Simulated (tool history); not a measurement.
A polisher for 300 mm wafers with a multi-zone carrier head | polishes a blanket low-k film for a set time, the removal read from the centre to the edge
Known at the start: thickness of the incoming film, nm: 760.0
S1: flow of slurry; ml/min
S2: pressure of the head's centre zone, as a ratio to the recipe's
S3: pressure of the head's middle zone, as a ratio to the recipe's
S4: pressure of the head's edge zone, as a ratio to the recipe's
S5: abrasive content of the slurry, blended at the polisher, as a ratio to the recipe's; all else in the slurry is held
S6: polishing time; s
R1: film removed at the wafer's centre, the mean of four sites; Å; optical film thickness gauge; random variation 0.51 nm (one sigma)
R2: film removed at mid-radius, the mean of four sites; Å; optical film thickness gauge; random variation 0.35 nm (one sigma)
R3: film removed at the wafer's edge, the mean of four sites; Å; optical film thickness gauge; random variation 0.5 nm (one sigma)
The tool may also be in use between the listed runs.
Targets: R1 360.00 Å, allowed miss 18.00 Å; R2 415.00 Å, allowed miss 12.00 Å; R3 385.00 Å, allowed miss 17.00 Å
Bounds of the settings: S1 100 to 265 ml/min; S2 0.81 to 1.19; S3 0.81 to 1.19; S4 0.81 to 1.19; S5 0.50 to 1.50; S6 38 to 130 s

run,day,S1,S2,S3,S4,S5,S6,R1,R2,R3
1,0.000,170,1.00,1.00,1.00,1.00,84,469.89,473.28,471.43
2,0.046,170,1.00,1.00,1.00,1.00,94,512.83,529.15,534.05
3,0.067,170,1.00,1.04,1.00,1.00,94,520.70,550.02,528.36
4,0.133,170,1.07,1.04,1.00,1.00,94,565.62,552.51,529.14
5,0.421,170,1.07,1.04,1.00,0.80,94,494.54,487.86,467.42
6,0.508,165,1.03,1.04,0.97,0.75,94,461.74,465.83,450.94
7,0.542,165,1.03,1.04,0.97,0.75,94,451.91,461.22,437.42
8,0.629,155,1.00,1.04,0.95,0.75,94,434.92,459.32,437.72
9,0.817,150,0.98,1.04,0.92,0.75,94,434.61,462.57,439.51
10,0.912,150,0.96,1.05,0.92,0.70,94,410.55,445.07,410.88
11,1.104,145,0.94,1.05,0.92,0.70,94,394.94,441.19,417.56
12,1.350,140,0.93,1.05,0.91,0.70,94,381.62,439.21,399.59
13,1.392,135,0.93,1.04,0.91,0.70,94,382.14,436.43,408.15
14,1.433,130,0.93,1.04,0.90,0.70,94,383.02,438.11,404.89
15,1.483,130,0.92,1.04,0.89,0.70,94,375.43,435.33,397.05
16,1.842,125,0.92,1.03,0.89,0.70,94,374.32,426.08,402.35

Which of these 5 next moves meets every target?
A,2.200,120,0.85,1.00,0.96,0.70,100,?,?,?
B,2.200,140,0.89,1.11,0.90,0.70,89,?,?,?
C,2.200,145,0.99,1.06,0.83,1.00,74,?,?,?
D,2.200,165,0.91,1.03,0.88,0.70,88,?,?,?
E,2.200,110,0.81,1.02,1.00,0.60,107,?,?,?

move,R1,R2,R3
A,366.06,432.88,444.81
B,350.61,430.82,389.92
C,396.89,420.81,381.86
D,363.60,408.85,388.35
E,332.74,420.90,435.30
A: further off than the last run
B: brings the result that was furthest off to its target, and leaves another outside
C: brings the result that was furthest off to its target, and leaves another outside
D: meets every target
E: further off than the last run
Answer: D

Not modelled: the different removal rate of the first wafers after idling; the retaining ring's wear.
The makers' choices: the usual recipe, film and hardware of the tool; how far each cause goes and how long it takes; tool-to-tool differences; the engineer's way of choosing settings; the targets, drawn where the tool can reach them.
